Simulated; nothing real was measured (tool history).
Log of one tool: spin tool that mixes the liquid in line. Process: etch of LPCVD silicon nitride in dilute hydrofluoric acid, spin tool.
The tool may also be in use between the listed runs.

run    day  temperature setpoint of the liquid (K)  parts of water to one part of 49 % hydrofluoric acid (parts by volume)  time under the liquid (s)  thickness taken off the LPCVD silicon nitride on a monitor wafer (Å)
  1      0                                  294.15                                                                      55                         60                                                                4.2672
  2  0.071                                  294.15                                                                      75                         60                                                                3.1392
  3  0.417                                  296.15                                                                      70                         60                                                                3.9339
  4  0.742                                  297.65                                                                      65                         60                                                                4.6487
  5  0.788                                  299.15                                                                      65                         60                                                                5.2048
  6  0.825                                  299.15                                                                      65                         35                                                                3.0046
  7  0.879                                  299.15                                                                      50                         40                                                                4.5208

The next listed run, before its measurement:
  8  0.983                                  299.65                                                                      40                         40                                                                     ?

{"run 8": {"thickness taken off the LPCVD silicon nitride on a monitor wafer (Å)": 5.6698}}
